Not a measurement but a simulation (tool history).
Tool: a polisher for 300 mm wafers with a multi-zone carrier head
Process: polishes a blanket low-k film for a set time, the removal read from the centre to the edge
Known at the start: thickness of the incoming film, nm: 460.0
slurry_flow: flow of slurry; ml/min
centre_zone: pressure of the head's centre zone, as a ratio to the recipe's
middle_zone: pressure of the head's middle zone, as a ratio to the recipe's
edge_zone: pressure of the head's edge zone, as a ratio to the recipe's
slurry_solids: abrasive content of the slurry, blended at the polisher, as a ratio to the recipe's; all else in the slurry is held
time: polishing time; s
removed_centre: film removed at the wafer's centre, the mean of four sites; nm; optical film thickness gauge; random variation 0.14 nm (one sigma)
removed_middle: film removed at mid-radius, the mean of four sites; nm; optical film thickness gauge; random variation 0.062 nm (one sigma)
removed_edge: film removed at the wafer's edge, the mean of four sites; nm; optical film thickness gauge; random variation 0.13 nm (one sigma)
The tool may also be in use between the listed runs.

{"run": 1, "hour": 0.0, "slurry_flow": 240, "centre_zone": 1, "middle_zone": 1, "edge_zone": 1, "slurry_solids": 1, "time": 42, "removed_centre": 13.956, "removed_middle": 14.152, "removed_edge": 13.914}
{"run": 2, "hour": 7.1, "slurry_flow": 235, "centre_zone": 1.01, "middle_zone": 0.97, "edge_zone": 0.98, "slurry_solids": 0.95, "time": 42, "removed_centre": 14.103, "removed_middle": 13.446, "removed_edge": 13.442}
{"run": 3, "hour": 10.6, "slurry_flow": 235, "centre_zone": 0.97, "middle_zone": 0.97, "edge_zone": 0.98, "slurry_solids": 0.95, "time": 42, "removed_centre": 13.371, "removed_middle": 13.409, "removed_edge": 13.539}
{"run": 4, "hour": 18.8, "slurry_flow": 230, "centre_zone": 0.98, "middle_zone": 0.94, "edge_zone": 0.96, "slurry_solids": 0.9, "time": 42, "removed_centre": 13.139, "removed_middle": 12.661, "removed_edge": 13.2}
{"run": 5, "hour": 21.3, "slurry_flow": 230, "centre_zone": 0.98, "middle_zone": 0.91, "edge_zone": 0.96, "slurry_solids": 0.9, "time": 42, "removed_centre": 13.222, "removed_middle": 12.3, "removed_edge": 12.671}
{"run": 6, "hour": 27.9, "slurry_flow": 230, "centre_zone": 0.98, "middle_zone": 0.97, "edge_zone": 0.96, "slurry_solids": 0.9, "time": 42, "removed_centre": 13.178, "removed_middle": 12.989, "removed_edge": 12.887}
{"run": 7, "hour": 35.6, "slurry_flow": 220, "centre_zone": 0.99, "middle_zone": 0.94, "edge_zone": 0.95, "slurry_solids": 0.9, "time": 42, "removed_centre": 13.242, "removed_middle": 12.456, "removed_edge": 12.802}
{"run": 8, "hour": 43.8, "slurry_flow": 210, "centre_zone": 0.99, "middle_zone": 0.92, "edge_zone": 0.93, "slurry_solids": 0.9, "time": 42, "removed_centre": 13.191, "removed_middle": 12.358, "removed_edge": 12.674}

The next listed run, before its measurement:
{"run": 9, "hour": 48.9, "slurry_flow": 205, "centre_zone": 1.09, "middle_zone": 0.82, "edge_zone": 0.93, "slurry_solids": 0.65, "time": 42, "removed_centre": "?", "removed_middle": "?", "removed_edge": "?"}

{"run 9": {"removed_centre": 11.719, "removed_middle": 9.2857, "removed_edge": 10.371}}
